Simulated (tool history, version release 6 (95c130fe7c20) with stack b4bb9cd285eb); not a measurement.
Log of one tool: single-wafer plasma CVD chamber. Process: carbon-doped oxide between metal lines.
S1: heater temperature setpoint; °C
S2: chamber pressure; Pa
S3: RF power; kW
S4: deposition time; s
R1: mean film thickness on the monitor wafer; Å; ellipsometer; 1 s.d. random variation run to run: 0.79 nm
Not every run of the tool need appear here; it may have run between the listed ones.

run,hour,S1,S2,S3,S4,R1
1,0.0,355,563,0.420,33.4,1294.1
2,6.8,355,563,0.455,33.4,1358.9
3,13.2,360,563,0.455,33.4,1343.8
4,15.0,360,563,0.455,34.5,1376.9
5,16.0,360,563,0.455,33.4,1344.1
6,21.6,360,477,0.455,33.4,1305.0

For run 7, what comes out?
7,23.3,358,492,0.455,33.4,?

R1: 1327.4 Å
